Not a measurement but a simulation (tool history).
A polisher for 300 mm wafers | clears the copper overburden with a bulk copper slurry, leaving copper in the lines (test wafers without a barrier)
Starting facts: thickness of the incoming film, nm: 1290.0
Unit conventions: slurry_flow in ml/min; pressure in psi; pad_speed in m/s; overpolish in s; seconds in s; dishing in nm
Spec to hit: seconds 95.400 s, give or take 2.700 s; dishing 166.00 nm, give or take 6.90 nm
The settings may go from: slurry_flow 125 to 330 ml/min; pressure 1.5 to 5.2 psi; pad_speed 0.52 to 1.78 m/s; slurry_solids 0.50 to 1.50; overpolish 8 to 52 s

Run 1, hour 0.0: slurry_flow 210 ml/min, pressure 3.3 psi, pad_speed 1.14 m/s, slurry_solids 1.00, overpolish 26 s. Result: seconds 121.990 s, dishing 122.85 nm.
Run 2, hour 1.2: slurry_flow 265 ml/min, pressure 3.3 psi, pad_speed 1.14 m/s, slurry_solids 1.00, overpolish 26 s. Result: seconds 120.170 s, dishing 125.61 nm.
Run 3, hour 4.0: slurry_flow 265 ml/min, pressure 3.3 psi, pad_speed 1.40 m/s, slurry_solids 1.00, overpolish 26 s. Result: seconds 99.515 s, dishing 134.81 nm.
Run 4, hour 10.9: slurry_flow 265 ml/min, pressure 2.7 psi, pad_speed 1.40 m/s, slurry_solids 1.00, overpolish 26 s. Result: seconds 122.880 s, dishing 114.22 nm.
Run 5, hour 18.4: slurry_flow 265 ml/min, pressure 2.9 psi, pad_speed 1.40 m/s, slurry_solids 1.00, overpolish 29 s. Result: seconds 113.850 s, dishing 127.73 nm.
Run 6, hour 20.4: slurry_flow 265 ml/min, pressure 3.1 psi, pad_speed 1.40 m/s, slurry_solids 1.00, overpolish 31 s. Result: seconds 106.620 s, dishing 136.14 nm.
Run 7, hour 28.5: slurry_flow 265 ml/min, pressure 3.2 psi, pad_speed 1.40 m/s, slurry_solids 1.00, overpolish 33 s. Result: seconds 105.300 s, dishing 141.54 nm.
Run 8, hour 36.3: slurry_flow 265 ml/min, pressure 3.3 psi, pad_speed 1.40 m/s, slurry_solids 1.00, overpolish 35 s. Result: seconds 100.270 s, dishing 147.63 nm.
Run 9, hour 37.3: slurry_flow 265 ml/min, pressure 3.4 psi, pad_speed 1.40 m/s, slurry_solids 1.00, overpolish 37 s. Result: seconds 98.117 s, dishing 150.95 nm.
At hour 43.3: head pressure recalibrated.
Run 10, hour 43.3: slurry_flow 265 ml/min, pressure 3.4 psi, pad_speed 1.40 m/s, slurry_solids 1.00, overpolish 39 s. Result: seconds 86.965 s, dishing 161.10 nm.

5 next moves are on the table. One of them brings every result within its allowed miss. Which?
Run A, hour 49.3: slurry_flow 210 ml/min, pressure 3.0 psi, pad_speed 1.48 m/s, slurry_solids 0.95, overpolish 34 s. Result: seconds ?, dishing ?.
Run B, hour 49.3: slurry_flow 290 ml/min, pressure 3.2 psi, pad_speed 1.26 m/s, slurry_solids 0.80, overpolish 39 s. Result: seconds ?, dishing ?.
Run C, hour 49.3: slurry_flow 265 ml/min, pressure 2.9 psi, pad_speed 1.36 m/s, slurry_solids 0.95, overpolish 44 s. Result: seconds ?, dishing ?.
Run D, hour 49.3: slurry_flow 285 ml/min, pressure 3.7 psi, pad_speed 1.10 m/s, slurry_solids 1.05, overpolish 42 s. Result: seconds ?, dishing ?.
Run E, hour 49.3: slurry_flow 280 ml/min, pressure 3.4 psi, pad_speed 1.52 m/s, slurry_solids 0.90, overpolish 30 s. Result: seconds ?, dishing ?.

move  seconds  dishing
   A   95.310   151.58
   B  101.410   157.52
   C  103.330   155.88
   D   95.382   169.70
   E   80.726   159.04
A: brings the result that was furthest off to its target, and leaves another outside
B: takes the result that was furthest off past its target
C: takes the result that was furthest off past its target
D: hits every target within its allowed miss
E: the biggest miss grows against the last run
The move that meets every target is D.
